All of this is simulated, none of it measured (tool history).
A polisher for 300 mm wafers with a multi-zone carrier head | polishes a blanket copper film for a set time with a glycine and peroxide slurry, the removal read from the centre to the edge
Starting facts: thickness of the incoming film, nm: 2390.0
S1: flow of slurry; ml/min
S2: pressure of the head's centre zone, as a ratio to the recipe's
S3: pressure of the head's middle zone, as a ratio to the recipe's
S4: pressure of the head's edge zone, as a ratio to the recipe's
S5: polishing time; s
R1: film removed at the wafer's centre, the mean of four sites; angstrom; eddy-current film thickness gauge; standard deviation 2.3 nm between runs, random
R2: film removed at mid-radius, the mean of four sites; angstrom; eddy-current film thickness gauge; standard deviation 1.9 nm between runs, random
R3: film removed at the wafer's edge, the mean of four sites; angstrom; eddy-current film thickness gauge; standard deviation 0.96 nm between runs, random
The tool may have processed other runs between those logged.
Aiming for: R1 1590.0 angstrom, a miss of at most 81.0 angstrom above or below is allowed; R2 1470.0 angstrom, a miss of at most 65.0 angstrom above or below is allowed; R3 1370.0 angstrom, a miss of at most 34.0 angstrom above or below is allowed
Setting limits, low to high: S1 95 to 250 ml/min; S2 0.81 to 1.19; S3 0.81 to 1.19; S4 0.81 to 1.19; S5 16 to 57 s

run	hour	S1	S2	S3	S4	S5	R1	R2	R3
1	0.0	160	1.00	1.00	1.00	36	1584.2	1660.6	1585.5
2	8.0	160	0.97	1.00	1.00	36	1545.4	1666.7	1565.0
3	14.5	155	0.98	0.99	0.97	36	1504.4	1626.0	1537.6
4	19.2	155	1.01	0.99	0.95	36	1587.8	1661.6	1513.6
5	24.8	185	1.01	0.99	0.95	36	1612.9	1672.9	1556.9
6	25.7	180	1.02	0.98	0.93	36	1627.4	1638.8	1530.1
7	26.4	175	1.03	0.97	0.91	36	1626.6	1658.0	1513.1
8	30.0	170	1.04	0.95	0.90	36	1647.5	1634.1	1520.7
9	36.9	145	1.09	0.91	0.81	33	1487.3	1350.3	1294.9
10	41.8	145	1.09	0.91	0.81	33	1467.2	1392.2	1301.8
11	45.8	150	1.09	0.91	0.82	33	1573.7	1384.7	1298.7
12	46.6	150	1.09	0.91	0.83	33	1568.0	1378.6	1313.1
13	48.4	155	1.09	0.91	0.83	33	1532.1	1410.0	1320.4

Next run, 4 choices. One meets every target within its allowed miss, the rest don't. Which?
A	50.2	180	1.10	0.98	0.85	31	?	?	?
B	50.2	195	1.07	0.91	0.81	31	?	?	?
C	50.2	115	1.11	0.93	0.90	34	?	?	?
D	50.2	160	1.08	0.92	0.82	34	?	?	?

move	R1	R2	R3
A	1505.3	1402.7	1276.7
B	1493.9	1336.0	1263.7
C	1483.0	1331.1	1338.0
D	1587.6	1428.2	1358.2
A: the biggest miss grows against the last run
B: the biggest miss grows against the last run
C: corrects the largest miss of the last run, while another result sits out of spec
D: every result lands within tolerance
The right move is D.

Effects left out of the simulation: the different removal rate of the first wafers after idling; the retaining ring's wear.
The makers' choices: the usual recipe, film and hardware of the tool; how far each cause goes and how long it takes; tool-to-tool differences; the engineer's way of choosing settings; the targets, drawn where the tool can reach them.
